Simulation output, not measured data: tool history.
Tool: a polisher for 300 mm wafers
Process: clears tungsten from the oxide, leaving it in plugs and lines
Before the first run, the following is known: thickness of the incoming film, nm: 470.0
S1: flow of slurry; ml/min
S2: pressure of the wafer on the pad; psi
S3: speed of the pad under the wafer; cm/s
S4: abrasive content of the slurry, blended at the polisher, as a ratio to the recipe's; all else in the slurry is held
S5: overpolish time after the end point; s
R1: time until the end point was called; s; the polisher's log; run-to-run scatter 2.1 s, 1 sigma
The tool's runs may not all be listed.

run    day   S1   S2   S3  S4  S5      R1
  1      0  195  3.7   92   1   7  117.56
  2  0.042  195  3.1   92   1   7  135.72
  3    0.3  195  3.4   92   1   7   130.2
  4  0.621  195  2.9   92   1   7  148.54
  5  0.792  195  2.9  102   1   7  131.87
  6  1.012  175  2.9  102   1   7  131.75
  7  1.221  175  2.5  100   1   7  152.85
  8  1.396  175  2.2  100   1   7  166.52
  9    1.6  175    2  100   1   7  174.74

Run 10 has not been measured yet. What should we expect?
 10  1.842  175  1.9  98   1   7   ?

R1: 185.99 s

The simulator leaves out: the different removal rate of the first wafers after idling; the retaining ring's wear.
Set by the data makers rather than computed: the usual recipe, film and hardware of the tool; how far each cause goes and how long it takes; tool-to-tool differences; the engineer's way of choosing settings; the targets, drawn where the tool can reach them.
